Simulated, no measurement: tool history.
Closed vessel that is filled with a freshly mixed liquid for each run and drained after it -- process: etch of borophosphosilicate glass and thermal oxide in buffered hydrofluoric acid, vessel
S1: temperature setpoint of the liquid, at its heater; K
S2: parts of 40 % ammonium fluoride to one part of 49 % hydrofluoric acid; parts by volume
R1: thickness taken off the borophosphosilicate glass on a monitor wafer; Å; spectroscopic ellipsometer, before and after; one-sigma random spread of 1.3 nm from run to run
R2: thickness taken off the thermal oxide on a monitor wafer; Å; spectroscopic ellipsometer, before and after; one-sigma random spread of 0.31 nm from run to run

{"run": 1, "hour": 0.0, "S1": 294.15, "S2": 11, "time in the liquid (s)": 60, "R1": 942.82, "R2": 606.73}
{"run": 2, "hour": 7.7, "S1": 294.15, "S2": 11, "time in the liquid (s)": 80, "R1": 1254.5, "R2": 807.51}
{"run": 3, "hour": 11.8, "S1": 294.15, "S2": 11, "time in the liquid (s)": 55, "R1": 880.95, "R2": 553.09}
{"run": 4, "hour": 18.8, "S1": 294.15, "S2": 12.5, "time in the liquid (s)": 55, "R1": 759.77, "R2": 489.48}
{"run": 5, "hour": 20.0, "S1": 295.65, "S2": 12, "time in the liquid (s)": 55, "R1": 870.27, "R2": 553.32}
{"run": 6, "hour": 22.8, "S1": 296.65, "S2": 11.5, "time in the liquid (s)": 55, "R1": 957.77, "R2": 610.22}
{"run": 7, "hour": 27.9, "S1": 297.65, "S2": 11, "time in the liquid (s)": 55, "R1": 1034.3, "R2": 673.18}

The next listed run, before its measurement:
{"run": 8, "hour": 28.5, "S1": 301.15, "S2": 8.5, "time in the liquid (s)": 55, "R1": "?", "R2": "?"}

Run 8 came out at R1 1560.9 Å, R2 1009.6 Å.

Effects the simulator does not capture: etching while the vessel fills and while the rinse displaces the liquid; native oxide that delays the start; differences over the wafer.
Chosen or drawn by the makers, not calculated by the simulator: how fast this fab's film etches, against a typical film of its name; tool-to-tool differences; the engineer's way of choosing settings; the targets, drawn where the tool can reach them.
